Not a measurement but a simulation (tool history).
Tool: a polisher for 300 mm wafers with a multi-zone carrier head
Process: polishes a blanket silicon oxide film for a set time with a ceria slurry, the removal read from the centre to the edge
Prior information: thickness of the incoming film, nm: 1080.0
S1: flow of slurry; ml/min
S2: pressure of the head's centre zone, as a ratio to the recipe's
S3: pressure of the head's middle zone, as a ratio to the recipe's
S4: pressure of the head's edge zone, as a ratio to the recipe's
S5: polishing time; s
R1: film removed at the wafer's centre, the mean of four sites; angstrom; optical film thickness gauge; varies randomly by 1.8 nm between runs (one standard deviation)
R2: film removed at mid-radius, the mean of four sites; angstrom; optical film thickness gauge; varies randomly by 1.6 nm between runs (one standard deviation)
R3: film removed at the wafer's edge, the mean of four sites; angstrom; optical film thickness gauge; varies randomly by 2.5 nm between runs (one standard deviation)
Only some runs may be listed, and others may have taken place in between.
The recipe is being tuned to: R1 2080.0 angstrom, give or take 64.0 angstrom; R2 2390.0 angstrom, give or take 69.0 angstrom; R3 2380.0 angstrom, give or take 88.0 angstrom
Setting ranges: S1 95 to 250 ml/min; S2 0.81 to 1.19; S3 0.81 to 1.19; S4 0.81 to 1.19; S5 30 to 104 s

run 1 hour=0.0 | S1=160 S2=1.00 S3=1.00 S4=1.00 S5=67 | R1=1924.4 R2=1948.7 R3=1938.2
run 2 hour=3.6 | S1=175 S2=0.98 S3=1.03 S4=1.05 S5=69 | R1=2022.5 R2=2098.0 R3=2061.7
run 3 hour=6.0 | S1=150 S2=0.98 S3=1.03 S4=1.05 S5=69 | R1=1909.9 R2=2029.7 R3=2029.4
run 4 hour=11.4 | S1=150 S2=0.98 S3=0.98 S4=1.05 S5=69 | R1=1970.5 R2=1972.9 R3=2035.3
run 5 hour=15.3 | S1=110 S2=0.98 S3=0.98 S4=1.05 S5=69 | R1=1784.2 R2=1820.6 R3=1932.8
run 6 hour=24.2 | S1=140 S2=0.95 S3=1.01 S4=1.09 S5=70 | R1=1897.9 R2=2013.9 R3=2077.0
run 7 hour=28.4 | S1=160 S2=0.93 S3=1.03 S4=1.12 S5=71 | R1=1943.2 R2=2127.7 R3=2158.7
run 8 hour=36.4 | S1=170 S2=0.92 S3=1.04 S4=1.14 S5=72 | R1=1931.2 R2=2222.4 R3=2253.1
run 9 hour=44.0 | S1=215 S2=0.96 S3=1.06 S4=1.15 S5=73 | R1=2160.7 R2=2379.4 R3=2329.4

4 candidate next runs follow, results not yet known. Just one meets every target within its allowed miss. Identify it.
run A hour=51.6 | S1=225 S2=0.96 S3=1.08 S4=1.06 S5=70 | R1=? R2=? R3=?
run B hour=51.6 | S1=225 S2=0.89 S3=1.03 S4=1.11 S5=75 | R1=? R2=? R3=?
run C hour=51.6 | S1=250 S2=1.03 S3=1.10 S4=1.17 S5=71 | R1=? R2=? R3=?
run D hour=51.6 | S1=210 S2=1.03 S3=1.04 S4=1.10 S5=75 | R1=? R2=? R3=?

move=A R1=2110.2 R2=2314.5 R3=2166.8
move=B R1=2094.0 R2=2382.5 R3=2377.6
move=C R1=2331.7 R2=2415.0 R3=2333.3
move=D R1=2401.1 R2=2377.9 R3=2349.9
A: gets the furthest-off result to its target, but another result is out of tolerance
B: all results in spec
C: misses by more than the last run did
D: misses by more than the last run did
So the answer is move B, the one that meets all the targets.

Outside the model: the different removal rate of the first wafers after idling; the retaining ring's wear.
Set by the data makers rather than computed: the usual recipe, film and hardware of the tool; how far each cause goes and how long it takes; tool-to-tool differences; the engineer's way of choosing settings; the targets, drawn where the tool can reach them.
